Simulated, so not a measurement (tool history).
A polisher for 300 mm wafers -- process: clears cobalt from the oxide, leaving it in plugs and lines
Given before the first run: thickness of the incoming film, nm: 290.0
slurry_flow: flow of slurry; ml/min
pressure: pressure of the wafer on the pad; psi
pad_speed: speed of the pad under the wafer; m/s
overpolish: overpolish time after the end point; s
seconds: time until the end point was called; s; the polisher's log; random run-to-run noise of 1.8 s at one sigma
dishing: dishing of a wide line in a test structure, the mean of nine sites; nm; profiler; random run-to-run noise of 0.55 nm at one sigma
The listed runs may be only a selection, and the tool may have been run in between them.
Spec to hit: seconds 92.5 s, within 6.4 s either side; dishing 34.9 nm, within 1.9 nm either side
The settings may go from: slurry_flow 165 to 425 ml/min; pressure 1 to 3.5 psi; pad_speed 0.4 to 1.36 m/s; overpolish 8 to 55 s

run	hour	slurry_flow	pressure	pad_speed	overpolish	seconds	dishing
1	0	275	2.2	0.88	28	54.699	53.701
2	6.8	275	2.2	0.68	28	73.251	47.941
3	15.3	245	2.2	0.68	28	73.404	48.526
4	22.7	245	2.2	0.68	37	71.555	51.217
5	25.7	270	2.3	0.6	29	79.177	48.662
6	30.5	270	2.3	0.6	19	79.055	41.341
7	31.2	270	2.2	0.6	16	82.768	35.331
8	35.9	270	2.1	0.6	17	82.788	35.347
# hour 40.8: worn pad replaced by a new one
9	40.8	270	2.1	0.58	18	76.808	37.953
10	49.7	270	1.7	0.58	13	94.631	27.929
11	55.6	270	1.8	0.56	15	95.661	30.133

Which single option among these 5 for the next run brings every result within its allowed miss of target? Just one does.
A	61.5	165	1.4	0.66	20	?	?
B	61.5	280	1.9	0.54	18	?	?
C	61.5	285	1.7	0.6	15	?	?
D	61.5	275	2	0.44	17	?	?
E	61.5	270	1.5	0.68	13	?	?

move	seconds	dishing
A	108.5	33.521
B	94.027	34.278
C	93.893	30.542
D	109.11	30.082
E	93.611	27.748
A: corrects the largest miss of the last run, while another result sits out of spec
B: every result lands within tolerance
C: gains on the last run, yet a result remains outside its allowed miss
D: no nearer and no further than the last run
E: its largest miss is bigger than the last run's
The move that meets every target is B.
